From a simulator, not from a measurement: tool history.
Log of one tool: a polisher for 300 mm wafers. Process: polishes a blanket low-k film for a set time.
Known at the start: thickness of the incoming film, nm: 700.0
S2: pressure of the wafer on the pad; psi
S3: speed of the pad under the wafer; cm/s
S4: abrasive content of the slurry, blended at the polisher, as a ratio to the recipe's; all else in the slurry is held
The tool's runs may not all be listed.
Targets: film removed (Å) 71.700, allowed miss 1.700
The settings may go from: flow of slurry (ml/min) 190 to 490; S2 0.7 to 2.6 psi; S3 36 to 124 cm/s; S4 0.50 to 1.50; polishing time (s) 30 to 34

run 1 hour=0.0 | flow_of_slurry_(ml/min)=315 S2=1.6 S3=80 S4=1.00 polishing_time_(s)=34 | film_removed_(Å)=112.180
run 2 hour=5.0 | flow_of_slurry_(ml/min)=315 S2=1.6 S3=80 S4=1.10 polishing_time_(s)=34 | film_removed_(Å)=116.590
run 3 hour=8.3 | flow_of_slurry_(ml/min)=315 S2=1.4 S3=80 S4=1.10 polishing_time_(s)=34 | film_removed_(Å)=101.130
run 4 hour=10.1 | flow_of_slurry_(ml/min)=315 S2=1.4 S3=80 S4=1.10 polishing_time_(s)=30 | film_removed_(Å)=90.663
run 5 hour=11.6 | flow_of_slurry_(ml/min)=370 S2=1.4 S3=80 S4=1.10 polishing_time_(s)=30 | film_removed_(Å)=91.101
run 6 hour=19.5 | flow_of_slurry_(ml/min)=370 S2=1.4 S3=80 S4=1.10 polishing_time_(s)=34 | film_removed_(Å)=104.130
run 7 hour=28.3 | flow_of_slurry_(ml/min)=350 S2=1.3 S3=80 S4=1.10 polishing_time_(s)=34 | film_removed_(Å)=95.759
run 8 hour=32.0 | flow_of_slurry_(ml/min)=350 S2=1.2 S3=80 S4=1.10 polishing_time_(s)=34 | film_removed_(Å)=88.285
run 9 hour=39.9 | flow_of_slurry_(ml/min)=350 S2=1.1 S3=80 S4=1.10 polishing_time_(s)=34 | film_removed_(Å)=82.155
run 10 hour=45.9 | flow_of_slurry_(ml/min)=345 S2=1.0 S3=80 S4=1.10 polishing_time_(s)=34 | film_removed_(Å)=74.583
run 11 hour=49.6 | flow_of_slurry_(ml/min)=340 S2=1.0 S3=80 S4=1.10 polishing_time_(s)=34 | film_removed_(Å)=74.959
run 12 hour=55.1 | flow_of_slurry_(ml/min)=335 S2=0.9 S3=80 S4=1.10 polishing_time_(s)=34 | film_removed_(Å)=66.293
run 13 hour=62.6 | flow_of_slurry_(ml/min)=350 S2=0.9 S3=80 S4=1.10 polishing_time_(s)=34 | film_removed_(Å)=67.012
run 14 hour=68.9 | flow_of_slurry_(ml/min)=395 S2=1.0 S3=80 S4=1.10 polishing_time_(s)=34 | film_removed_(Å)=75.074
run 15 hour=71.7 | flow_of_slurry_(ml/min)=390 S2=1.0 S3=80 S4=1.10 polishing_time_(s)=34 | film_removed_(Å)=74.960
run 16 hour=74.5 | flow_of_slurry_(ml/min)=375 S2=0.9 S3=80 S4=1.10 polishing_time_(s)=34 | film_removed_(Å)=67.932
run 17 hour=81.6 | flow_of_slurry_(ml/min)=375 S2=1.0 S3=80 S4=1.10 polishing_time_(s)=34 | film_removed_(Å)=75.439
run 18 hour=82.9 | flow_of_slurry_(ml/min)=365 S2=1.0 S3=80 S4=1.10 polishing_time_(s)=34 | film_removed_(Å)=74.366
run 19 hour=89.4 | flow_of_slurry_(ml/min)=360 S2=1.0 S3=80 S4=1.10 polishing_time_(s)=34 | film_removed_(Å)=74.901
run 20 hour=96.5 | flow_of_slurry_(ml/min)=355 S2=1.0 S3=80 S4=1.10 polishing_time_(s)=34 | film_removed_(Å)=74.518
run 21 hour=99.3 | flow_of_slurry_(ml/min)=350 S2=1.0 S3=80 S4=1.10 polishing_time_(s)=34 | film_removed_(Å)=74.313
run 22 hour=107.6 | flow_of_slurry_(ml/min)=345 S2=1.0 S3=80 S4=1.10 polishing_time_(s)=34 | film_removed_(Å)=75.834
run 23 hour=113.4 | flow_of_slurry_(ml/min)=345 S2=0.9 S3=80 S4=1.10 polishing_time_(s)=34 | film_removed_(Å)=66.852
run 24 hour=114.4 | flow_of_slurry_(ml/min)=360 S2=0.9 S3=80 S4=1.10 polishing_time_(s)=34 | film_removed_(Å)=67.997
run 25 hour=115.8 | flow_of_slurry_(ml/min)=365 S2=0.9 S3=80 S4=1.10 polishing_time_(s)=34 | film_removed_(Å)=67.798
run 26 hour=119.4 | flow_of_slurry_(ml/min)=370 S2=0.9 S3=80 S4=1.10 polishing_time_(s)=34 | film_removed_(Å)=68.734
run 27 hour=123.8 | flow_of_slurry_(ml/min)=375 S2=0.9 S3=80 S4=1.10 polishing_time_(s)=34 | film_removed_(Å)=67.902

5 next moves are on the table. One of them brings every result within its allowed miss. Which?
run A hour=128.2 | flow_of_slurry_(ml/min)=425 S2=0.8 S3=88 S4=0.95 polishing_time_(s)=34 | film_removed_(Å)=?
run B hour=128.2 | flow_of_slurry_(ml/min)=305 S2=0.9 S3=84 S4=1.40 polishing_time_(s)=31 | film_removed_(Å)=?
run C hour=128.2 | flow_of_slurry_(ml/min)=290 S2=1.0 S3=74 S4=1.00 polishing_time_(s)=34 | film_removed_(Å)=?
run D hour=128.2 | flow_of_slurry_(ml/min)=355 S2=0.9 S3=82 S4=1.15 polishing_time_(s)=31 | film_removed_(Å)=?
run E hour=128.2 | flow_of_slurry_(ml/min)=395 S2=1.0 S3=86 S4=1.05 polishing_time_(s)=31 | film_removed_(Å)=?

move=A film_removed_(Å)=62.375
move=B film_removed_(Å)=68.734
move=C film_removed_(Å)=66.353
move=D film_removed_(Å)=63.732
move=E film_removed_(Å)=71.317
A: further off than the last run
B: nearer than the last run, and not there yet
C: further off than the last run
D: further off than the last run
E: meets every target
The right move is E.

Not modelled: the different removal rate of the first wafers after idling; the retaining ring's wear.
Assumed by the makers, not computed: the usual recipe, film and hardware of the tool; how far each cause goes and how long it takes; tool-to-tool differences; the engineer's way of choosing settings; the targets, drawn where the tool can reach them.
